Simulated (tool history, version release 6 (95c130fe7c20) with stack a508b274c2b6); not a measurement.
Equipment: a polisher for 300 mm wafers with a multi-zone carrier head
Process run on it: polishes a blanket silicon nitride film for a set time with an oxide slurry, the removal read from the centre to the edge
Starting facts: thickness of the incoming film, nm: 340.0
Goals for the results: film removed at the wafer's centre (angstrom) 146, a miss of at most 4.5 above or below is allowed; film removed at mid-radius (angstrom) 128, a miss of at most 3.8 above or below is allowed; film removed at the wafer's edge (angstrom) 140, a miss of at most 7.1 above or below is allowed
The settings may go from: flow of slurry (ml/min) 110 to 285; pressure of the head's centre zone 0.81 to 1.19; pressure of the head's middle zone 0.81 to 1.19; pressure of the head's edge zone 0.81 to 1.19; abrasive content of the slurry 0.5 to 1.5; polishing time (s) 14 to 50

| run | hour | flow of slurry (ml/min) | pressure of the head's centre zone | pressure of the head's middle zone | pressure of the head's edge zone | abrasive content of the slurry | polishing time (s) | film removed at the wafer's centre (angstrom) | film removed at mid-radius (angstrom) | film removed at the wafer's edge (angstrom) |
|---|---|---|---|---|---|---|---|---|---|---|
| 1 | 0 | 180 | 1 | 1 | 1 | 1 | 32 | 197.57 | 194.95 | 191.72 |
| 2 | 1.9 | 180 | 1 | 1.04 | 1 | 1 | 32 | 192.98 | 198.83 | 191.13 |
| 3 | 9 | 180 | 1 | 1.07 | 1 | 1 | 32 | 194.59 | 206.5 | 196.17 |
| 4 | 15.6 | 170 | 0.99 | 1.01 | 1 | 0.9 | 32 | 185.26 | 182.75 | 185.52 |
| 5 | 23.1 | 170 | 0.99 | 0.95 | 1 | 0.9 | 32 | 184.73 | 175.46 | 180.45 |
| 6 | 25.7 | 165 | 0.98 | 0.92 | 0.97 | 0.8 | 32 | 170.52 | 161.57 | 165.4 |
| 7 | 31.8 | 155 | 0.98 | 0.89 | 0.97 | 0.75 | 32 | 164.19 | 149.55 | 166.98 |
| 8 | 38.5 | 155 | 0.98 | 0.87 | 0.94 | 0.7 | 32 | 161 | 141.35 | 156.67 |
| 9 | 46.1 | 150 | 0.97 | 0.86 | 0.91 | 0.7 | 32 | 153.95 | 140.87 | 149.59 |

Next run, 5 choices. One meets every target within its allowed miss, the rest don't. Which?
| A | 53.7 | 140 | 1.01 | 0.86 | 0.9 | 0.6 | 32 | ? | ? | ? |
| B | 53.7 | 175 | 1 | 0.93 | 0.81 | 0.85 | 30 | ? | ? | ? |
| C | 53.7 | 140 | 1.13 | 0.86 | 0.85 | 0.65 | 32 | ? | ? | ? |
| D | 53.7 | 170 | 0.98 | 0.85 | 0.91 | 0.65 | 33 | ? | ? | ? |
| E | 53.7 | 140 | 1.11 | 0.81 | 0.96 | 0.8 | 30 | ? | ? | ? |

| move | film removed at the wafer's centre (angstrom) | film removed at mid-radius (angstrom) | film removed at the wafer's edge (angstrom) |
|---|---|---|---|
| A | 146.88 | 127.36 | 140.45 |
| B | 170.28 | 157.66 | 153.28 |
| C | 165.89 | 132.5 | 142.44 |
| D | 161.56 | 141.03 | 156.04 |
| E | 169.44 | 130.6 | 156.06 |
A: each result inside its tolerance
B: moves away from the targets compared with the last run
C: moves away from the targets compared with the last run
D: no better and no worse than the last run
E: corrects the largest miss of the last run, while another result sits out of spec
A is the move that brings every result within its allowed miss.
